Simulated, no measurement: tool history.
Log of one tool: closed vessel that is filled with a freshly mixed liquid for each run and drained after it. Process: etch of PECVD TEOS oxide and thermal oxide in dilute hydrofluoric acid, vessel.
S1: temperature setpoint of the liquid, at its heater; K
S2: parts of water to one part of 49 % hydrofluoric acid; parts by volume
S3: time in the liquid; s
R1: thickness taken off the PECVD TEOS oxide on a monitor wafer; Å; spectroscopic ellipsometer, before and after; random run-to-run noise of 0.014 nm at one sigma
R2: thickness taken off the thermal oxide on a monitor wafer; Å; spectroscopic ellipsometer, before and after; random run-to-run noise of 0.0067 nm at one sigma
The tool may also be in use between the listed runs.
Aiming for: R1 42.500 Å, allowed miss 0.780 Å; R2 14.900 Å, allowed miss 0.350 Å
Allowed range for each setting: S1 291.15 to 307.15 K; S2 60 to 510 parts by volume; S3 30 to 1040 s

run  hour      S1   S2   S3       R1      R2
  1   0.0  299.15  285  530  248.500  86.635
  2   7.5  297.65  325  490  182.980  64.786
  3   9.3  296.65  355  445  142.840  50.543
  4  14.5  296.65  400  445  123.200  42.970
  5  23.5  295.65  420  405  100.760  35.725
  6  26.1  295.65  420  220   54.600  19.274
  7  33.9  295.15  430  220   51.793  18.238
  8  38.8  294.65  435  220   50.666  17.653
  9  40.4  294.15  440  220   48.631  17.148
 10  48.0  294.15  440  220   49.003  17.116
 11  50.3  293.65  445  220   47.250  16.616
 12  57.6  293.15  445  220   46.761  16.263

Which single option among these 4 for the next run brings every result within its allowed miss of target? Just one does.
  A  64.9  295.15  495  210   ?   ?
  B  64.9  291.65  425  200   ?   ?
  C  64.9  301.65  510  220   ?   ?
  D  64.9  295.15  500  210   ?   ?

move      R1      R2
   A  40.726  14.404
   B  42.466  15.019
   C  49.901  17.649
   D  40.158  14.203
A: the result that was furthest off in the last run now lies on the other side of its target
B: meets every target
C: moves away from the targets compared with the last run
D: the result that was furthest off in the last run now lies on the other side of its target
The right move is B.
